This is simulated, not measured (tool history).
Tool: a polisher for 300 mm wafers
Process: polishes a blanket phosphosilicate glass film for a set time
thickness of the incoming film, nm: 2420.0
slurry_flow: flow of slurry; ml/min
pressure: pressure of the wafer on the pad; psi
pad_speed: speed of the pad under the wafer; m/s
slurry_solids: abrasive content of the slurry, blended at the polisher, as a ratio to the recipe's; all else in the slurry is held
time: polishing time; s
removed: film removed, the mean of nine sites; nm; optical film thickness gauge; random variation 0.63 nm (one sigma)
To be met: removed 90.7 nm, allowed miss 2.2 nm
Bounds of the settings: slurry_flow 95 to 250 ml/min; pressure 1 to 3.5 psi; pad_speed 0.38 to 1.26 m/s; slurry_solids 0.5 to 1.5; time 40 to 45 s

| run | hour | slurry_flow | pressure | pad_speed | slurry_solids | time | removed |
|---|---|---|---|---|---|---|---|
| 1 | 0 | 160 | 2.2 | 0.82 | 1 | 45 | 172.95 |
| 2 | 1.1 | 160 | 1.8 | 0.82 | 1 | 45 | 147.73 |
| 3 | 4.6 | 155 | 1.6 | 0.78 | 1 | 45 | 129.38 |
| 4 | 10.9 | 155 | 1.6 | 0.64 | 1 | 45 | 109.84 |
| 5 | 11.8 | 155 | 1.6 | 0.84 | 1 | 45 | 135.53 |
| 6 | 14.3 | 145 | 1.4 | 0.82 | 1 | 45 | 119.14 |
| 7 | 19 | 115 | 1 | 0.76 | 1 | 45 | 85.337 |
| 8 | 26.4 | 120 | 1 | 0.76 | 1 | 45 | 86.238 |
| 9 | 28.8 | 125 | 1 | 0.76 | 1 | 45 | 86.988 |
| 10 | 36.5 | 130 | 1 | 0.76 | 1 | 45 | 86.53 |
| 11 | 37.8 | 135 | 1 | 0.76 | 1 | 45 | 87.369 |
| 12 | 38.6 | 140 | 1 | 0.76 | 1 | 45 | 88.567 |

Which of these 5 next moves meets every target?
| A | 39.4 | 150 | 1.1 | 0.74 | 1 | 41 | ? |
| B | 39.4 | 150 | 1 | 0.76 | 1 | 44 | ? |
| C | 39.4 | 120 | 1.3 | 0.66 | 0.95 | 43 | ? |
| D | 39.4 | 115 | 1.1 | 0.82 | 1.05 | 42 | ? |
| E | 39.4 | 140 | 1 | 0.66 | 1.4 | 43 | ? |

| move | removed |
|---|---|
| A | 84.929 |
| B | 87.226 |
| C | 86.916 |
| D | 91.808 |
| E | 83.7 |
A: further off than the last run
B: further off than the last run
C: further off than the last run
D: meets every target
E: further off than the last run
The right move is D.
